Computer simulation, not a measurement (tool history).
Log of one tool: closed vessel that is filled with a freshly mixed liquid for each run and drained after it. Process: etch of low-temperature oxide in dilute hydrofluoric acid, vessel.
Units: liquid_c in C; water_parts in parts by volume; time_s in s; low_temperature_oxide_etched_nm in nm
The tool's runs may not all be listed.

run,hour,liquid_c,water_parts,time_s,low_temperature_oxide_etched_nm
1,0,24,85,35,8.3495
2,5,22.5,85,35,7.6978
3,6.6,20,85,35,6.8676
4,14.5,20,105,35,5.4486
# hour 22.2: thermometer replaced
5,22.2,17,105,35,4.4978
6,24.7,19,105,35,4.7254
7,27.4,23,75,35,8.285

The next listed run, before its measurement:
8,29.5,23.5,75,35,?

low_temperature_oxide_etched_nm: 8.4322 nm

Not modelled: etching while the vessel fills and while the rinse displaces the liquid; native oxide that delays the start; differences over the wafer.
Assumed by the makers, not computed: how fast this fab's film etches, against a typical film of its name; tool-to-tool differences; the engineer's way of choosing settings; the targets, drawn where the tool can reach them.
